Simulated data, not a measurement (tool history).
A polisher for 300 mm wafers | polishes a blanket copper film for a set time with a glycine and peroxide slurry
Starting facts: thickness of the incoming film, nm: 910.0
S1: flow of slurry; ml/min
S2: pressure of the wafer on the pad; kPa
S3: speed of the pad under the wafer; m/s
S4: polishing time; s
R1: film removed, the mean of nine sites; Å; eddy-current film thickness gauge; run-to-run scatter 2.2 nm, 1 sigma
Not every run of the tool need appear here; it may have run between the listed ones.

run 1 hour=0.0 | S1=220 S2=18.6 S3=0.88 S4=70 | R1=2884.3
run 2 hour=6.2 | S1=220 S2=22.1 S3=0.88 S4=70 | R1=3274.1
run 3 hour=10.6 | S1=245 S2=22.1 S3=0.88 S4=70 | R1=3431.6
run 4 hour=14.4 | S1=265 S2=22.1 S3=0.88 S4=70 | R1=3482.5
run 5 hour=15.1 | S1=255 S2=19.3 S3=0.86 S4=70 | R1=3003.8
run 6 hour=17.1 | S1=245 S2=17.2 S3=0.84 S4=70 | R1=2646.5
run 7 hour=19.8 | S1=240 S2=15.9 S3=0.84 S4=70 | R1=2492.4
run 8 hour=22.5 | S1=235 S2=14.5 S3=0.84 S4=70 | R1=2360.3
run 9 hour=24.3 | S1=230 S2=13.1 S3=0.84 S4=70 | R1=2158.8
run 10 hour=29.4 | S1=225 S2=12.4 S3=0.84 S4=70 | R1=2097.0
run 11 hour=37.9 | S1=225 S2=9.7 S3=0.82 S4=70 | R1=1705.1

For run 12, what comes out?
run 12 hour=45.1 | S1=225 S2=9.7 S3=0.82 S4=70 | R1=?

Run 12 produced R1 1699.7 Å.
